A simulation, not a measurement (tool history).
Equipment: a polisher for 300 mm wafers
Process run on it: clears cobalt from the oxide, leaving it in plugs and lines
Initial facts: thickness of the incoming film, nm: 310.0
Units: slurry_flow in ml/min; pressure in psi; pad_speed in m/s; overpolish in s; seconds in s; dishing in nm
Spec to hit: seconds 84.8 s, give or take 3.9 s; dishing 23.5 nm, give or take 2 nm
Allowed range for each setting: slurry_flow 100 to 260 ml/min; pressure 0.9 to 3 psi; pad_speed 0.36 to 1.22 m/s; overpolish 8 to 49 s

run  hour  slurry_flow  pressure  pad_speed  overpolish  seconds  dishing
  1     0          165       1.9       0.78          25    88.75   51.087
  2   6.2          160       1.9       0.78          20   89.972   44.478
  3  11.7          160       2.3       0.78          20   75.259   48.936
  4  20.4          145       2.3       0.76          17   76.721   44.086
  5  22.7          175       2.3       0.76          17   76.087    44.99
  6  30.5          155       2.4        0.7          14   79.635   39.129
  7  38.3          140       2.6       0.62          12   80.594   33.827
  8  46.9          100         3        0.4           8   91.934   22.085
  9  54.5          100         3       0.42           8   89.983   22.009

Which of these 4 next moves meets every target?
  A  62.1          100         3       0.38           8        ?        ?
  B  62.1          100         3       0.36           8        ?        ?
  C  62.1          140       2.6       0.48           8        ?        ?
  D  62.1          100         3       0.48           8        ?        ?

move  seconds  dishing
   A   96.578   22.098
   B   99.102    21.62
   C   93.654   22.681
   D   85.669    24.43
A: the biggest miss grows against the last run
B: the biggest miss grows against the last run
C: the biggest miss grows against the last run
D: every result lands within tolerance
Correct choice: D, which meets every target

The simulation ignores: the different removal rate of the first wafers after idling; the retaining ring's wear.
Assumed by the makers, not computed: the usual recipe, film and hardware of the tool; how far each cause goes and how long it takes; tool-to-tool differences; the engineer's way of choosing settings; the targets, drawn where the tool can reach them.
